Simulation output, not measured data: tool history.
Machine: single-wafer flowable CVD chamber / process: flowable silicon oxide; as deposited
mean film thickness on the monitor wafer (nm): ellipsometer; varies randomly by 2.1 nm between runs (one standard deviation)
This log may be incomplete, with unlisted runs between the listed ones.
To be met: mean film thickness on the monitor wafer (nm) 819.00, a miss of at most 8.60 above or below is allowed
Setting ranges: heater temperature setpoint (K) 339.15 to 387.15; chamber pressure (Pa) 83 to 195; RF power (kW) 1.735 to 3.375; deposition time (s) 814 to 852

run	day	heater temperature setpoint (K)	chamber pressure (Pa)	RF power (kW)	deposition time (s)	mean film thickness on the monitor wafer (nm)
1	0.000	363.15	139	2.555	852	1008.30
2	0.058	363.15	139	2.555	814	964.43
3	0.408	355.15	139	2.555	814	1263.00
4	0.483	360.15	139	2.555	814	1057.50
5	0.750	361.15	139	2.555	814	1031.20
6	1.121	362.15	139	2.555	814	996.18
7	1.442	363.15	139	2.555	814	962.19
8	1.542	369.15	139	2.555	814	770.07

Exactly one of the 5 candidate moves below puts every result within its allowed miss. Which one?
A	1.642	371.15	137	2.545	846	?
B	1.642	370.15	132	2.500	841	?
C	1.642	367.15	119	2.495	818	?
D	1.642	369.15	147	2.405	836	?
E	1.642	369.15	143	2.530	814	?

move	mean film thickness on the monitor wafer (nm)
A	732.38
B	724.45
C	709.20
D	823.87
E	786.49
A: further off than the last run
B: further off than the last run
C: further off than the last run
D: all results in spec
E: closes in on the targets versus the last run, not all within tolerance yet
D meets every target.
